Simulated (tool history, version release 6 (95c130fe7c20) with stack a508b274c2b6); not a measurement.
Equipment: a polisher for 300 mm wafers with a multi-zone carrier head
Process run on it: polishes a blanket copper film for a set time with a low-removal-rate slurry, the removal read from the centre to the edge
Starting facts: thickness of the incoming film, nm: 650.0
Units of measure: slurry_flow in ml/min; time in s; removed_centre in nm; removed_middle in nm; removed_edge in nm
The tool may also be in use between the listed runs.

run 1 hour=0 | slurry_flow=300 centre_zone=1 middle_zone=1 edge_zone=1 slurry_solids=1 time=52 | removed_centre=201.32 removed_middle=199.98 removed_edge=200.48
run 2 hour=8.3 | slurry_flow=305 centre_zone=1.03 middle_zone=1 edge_zone=1.03 slurry_solids=1.05 time=52 | removed_centre=207.61 removed_middle=202.18 removed_edge=202.59
run 3 hour=16 | slurry_flow=305 centre_zone=1.03 middle_zone=0.95 edge_zone=1.03 slurry_solids=1.05 time=52 | removed_centre=208.68 removed_middle=196.31 removed_edge=205.35
run 4 hour=17.5 | slurry_flow=305 centre_zone=1.03 middle_zone=0.95 edge_zone=1.03 slurry_solids=1.25 time=52 | removed_centre=214.31 removed_middle=201.76 removed_edge=210.89
run 5 hour=22.1 | slurry_flow=310 centre_zone=1.05 middle_zone=0.95 edge_zone=1.05 slurry_solids=1.3 time=52 | removed_centre=220.49 removed_middle=203.28 removed_edge=213.38
run 6 hour=22.9 | slurry_flow=315 centre_zone=1.07 middle_zone=0.95 edge_zone=1.07 slurry_solids=1.35 time=52 | removed_centre=227.95 removed_middle=204.2 removed_edge=216.96

Predict the results of run 7:
run 7 hour=28.6 | slurry_flow=320 centre_zone=1.08 middle_zone=0.95 edge_zone=1.08 slurry_solids=1.4 time=52 | removed_centre=? removed_middle=? removed_edge=?

{"run 7": {"removed_centre": 231.32, "removed_middle": 204.98, "removed_edge": 218.59}}
